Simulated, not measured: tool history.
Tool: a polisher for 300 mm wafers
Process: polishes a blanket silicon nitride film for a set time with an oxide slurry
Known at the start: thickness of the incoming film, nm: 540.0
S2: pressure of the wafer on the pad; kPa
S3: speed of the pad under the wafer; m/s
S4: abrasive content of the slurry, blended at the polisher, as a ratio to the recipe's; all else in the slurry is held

Run 1, hour 0: flow of slurry (ml/min) 130, S2 20 kPa, S3 0.9 m/s, S4 1, polishing time (s) 34. Result: film removed (angstrom) 135.54.
Run 2, hour 7.1: flow of slurry (ml/min) 135, S2 20.7 kPa, S3 0.9 m/s, S4 1, polishing time (s) 34. Result: film removed (angstrom) 145.24.
Run 3, hour 9.3: flow of slurry (ml/min) 145, S2 20.7 kPa, S3 0.9 m/s, S4 1, polishing time (s) 34. Result: film removed (angstrom) 144.65.
Run 4, hour 13.9: flow of slurry (ml/min) 145, S2 21.4 kPa, S3 0.9 m/s, S4 1, polishing time (s) 34. Result: film removed (angstrom) 147.69.
Run 5, hour 21.8: flow of slurry (ml/min) 145, S2 22.1 kPa, S3 0.9 m/s, S4 1, polishing time (s) 34. Result: film removed (angstrom) 154.28.
Run 6, hour 27.7: flow of slurry (ml/min) 145, S2 20 kPa, S3 0.9 m/s, S4 1, polishing time (s) 34. Result: film removed (angstrom) 141.34.
Run 7, hour 29.2: flow of slurry (ml/min) 150, S2 20.7 kPa, S3 0.9 m/s, S4 1, polishing time (s) 34. Result: film removed (angstrom) 145.67.
Run 8, hour 36.3: flow of slurry (ml/min) 150, S2 21.4 kPa, S3 0.9 m/s, S4 1, polishing time (s) 34. Result: film removed (angstrom) 147.82.

The next listed run, before its measurement:
Run 9, hour 44: flow of slurry (ml/min) 150, S2 22.1 kPa, S3 0.9 m/s, S4 1, polishing time (s) 34. Result: film removed (angstrom) ?.

{"run 9": {"film removed (angstrom)": 156.7}}
